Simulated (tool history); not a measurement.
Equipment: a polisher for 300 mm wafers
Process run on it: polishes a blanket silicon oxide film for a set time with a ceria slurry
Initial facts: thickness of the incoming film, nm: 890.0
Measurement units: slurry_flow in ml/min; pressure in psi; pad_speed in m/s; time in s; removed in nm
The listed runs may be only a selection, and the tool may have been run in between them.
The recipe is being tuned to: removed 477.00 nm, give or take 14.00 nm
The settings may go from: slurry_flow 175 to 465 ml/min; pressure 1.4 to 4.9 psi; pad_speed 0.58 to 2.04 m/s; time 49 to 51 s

{"run": 1, "day": 0.0, "slurry_flow": 295, "pressure": 3.1, "pad_speed": 1.3, "time": 49, "removed": 291.03}
{"run": 2, "day": 0.05, "slurry_flow": 255, "pressure": 3.1, "pad_speed": 1.3, "time": 49, "removed": 285.04}
{"run": 3, "day": 0.079, "slurry_flow": 255, "pressure": 3.1, "pad_speed": 1.3, "time": 49, "removed": 286.06}
{"run": 4, "day": 0.367, "slurry_flow": 255, "pressure": 2.8, "pad_speed": 1.3, "time": 49, "removed": 260.14}
{"run": 5, "day": 0.721, "slurry_flow": 255, "pressure": 2.8, "pad_speed": 1.12, "time": 49, "removed": 227.26}
{"run": 6, "day": 0.796, "slurry_flow": 195, "pressure": 2.8, "pad_speed": 1.12, "time": 49, "removed": 218.31}
{"run": 7, "day": 0.933, "slurry_flow": 225, "pressure": 3.5, "pad_speed": 1.14, "time": 49, "removed": 278.14}
{"run": 8, "day": 1.25, "slurry_flow": 230, "pressure": 4.4, "pad_speed": 1.3, "time": 49, "removed": 405.97}
{"run": 9, "day": 1.6, "slurry_flow": 250, "pressure": 4.5, "pad_speed": 1.3, "time": 49, "removed": 410.4}
{"run": 10, "day": 1.975, "slurry_flow": 250, "pressure": 4.6, "pad_speed": 1.32, "time": 49, "removed": 429.12}
{"run": 11, "day": 2.333, "slurry_flow": 250, "pressure": 4.7, "pad_speed": 1.34, "time": 49, "removed": 440.18}

Consider the 4 candidate settings below. Which is the only one whose results all fall within their allowed miss of target?
{"run": "A", "day": 2.692, "slurry_flow": 240, "pressure": 4.5, "pad_speed": 1.44, "time": 51, "removed": "?"}
{"run": "B", "day": 2.692, "slurry_flow": 175, "pressure": 4.4, "pad_speed": 1.46, "time": 51, "removed": "?"}
{"run": "C", "day": 2.692, "slurry_flow": 195, "pressure": 4.9, "pad_speed": 1.46, "time": 51, "removed": "?"}
{"run": "D", "day": 2.692, "slurry_flow": 220, "pressure": 4.6, "pad_speed": 1.36, "time": 51, "removed": "?"}

move=A removed=472.69
move=B removed=450.12
move=C removed=507.82
move=D removed=452.34
A: hits every target within its allowed miss
B: gains on the last run, yet a result remains outside its allowed miss
C: takes the biggest miss from the last run beyond its target
D: gains on the last run, yet a result remains outside its allowed miss
The move that meets every target is A.
